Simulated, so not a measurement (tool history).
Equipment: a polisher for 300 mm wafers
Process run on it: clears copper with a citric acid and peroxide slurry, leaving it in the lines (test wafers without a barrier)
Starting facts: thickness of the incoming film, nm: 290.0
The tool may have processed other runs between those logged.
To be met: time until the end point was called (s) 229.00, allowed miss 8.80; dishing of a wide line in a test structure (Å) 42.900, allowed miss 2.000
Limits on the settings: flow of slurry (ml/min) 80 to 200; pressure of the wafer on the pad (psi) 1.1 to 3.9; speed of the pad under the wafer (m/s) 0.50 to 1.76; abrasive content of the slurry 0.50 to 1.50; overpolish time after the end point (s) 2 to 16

run	hour	flow of slurry (ml/min)	pressure of the wafer on the pad (psi)	speed of the pad under the wafer (m/s)	abrasive content of the slurry	overpolish time after the end point (s)	time until the end point was called (s)	dishing of a wide line in a test structure (Å)
1	0.0	130	2.5	1.12	1.00	8	155.81	78.276
2	3.0	130	2.5	1.12	1.15	8	151.39	82.262
3	3.5	130	2.5	1.12	1.15	6	152.65	68.313
4	12.0	130	2.5	1.02	1.15	6	166.43	64.449
5	20.1	130	2.5	1.02	1.35	6	158.39	65.455
6	26.4	130	2.5	1.02	1.20	6	167.20	64.100
7	35.2	130	2.4	1.02	1.20	6	171.17	61.518
8	40.5	130	2.3	1.02	1.20	6	179.65	59.470
9	48.6	130	2.2	1.02	1.20	6	186.47	55.835
10	51.4	130	2.1	1.02	1.20	6	196.29	55.169
11	57.0	130	2.0	1.02	1.20	6	209.20	53.936
12	58.3	125	1.8	1.00	1.20	3	234.12	27.311
# hour 63.7: slurry blender recalibrated
13	63.7	155	1.9	0.92	1.15	6	223.21	49.658
14	68.6	150	1.9	0.92	1.15	6	226.05	49.763
15	71.4	145	1.9	0.92	1.15	6	230.42	48.992
16	74.8	140	1.9	0.94	1.10	6	224.64	49.361
17	83.1	135	1.9	0.94	1.10	6	231.06	50.335
18	89.7	135	1.9	0.96	1.10	6	219.59	50.363
19	97.4	135	1.9	0.98	1.10	6	221.54	51.814

Which one of the following 4 next-run settings gets every result inside its allowed miss? There is exactly one.
A	105.1	90	1.8	1.04	1.45	10	?	?
B	105.1	130	2.5	0.70	1.10	8	?	?
C	105.1	140	1.8	1.00	1.05	5	?	?
D	105.1	125	1.5	1.26	1.00	7	?	?

move	time until the end point was called (s)	dishing of a wide line in a test structure (Å)
A	224.79	71.382
B	230.54	60.148
C	223.03	42.468
D	219.62	55.987
A: the biggest miss grows against the last run
B: the biggest miss grows against the last run
C: all results in spec
D: the biggest miss grows against the last run
The move that meets every target is C.

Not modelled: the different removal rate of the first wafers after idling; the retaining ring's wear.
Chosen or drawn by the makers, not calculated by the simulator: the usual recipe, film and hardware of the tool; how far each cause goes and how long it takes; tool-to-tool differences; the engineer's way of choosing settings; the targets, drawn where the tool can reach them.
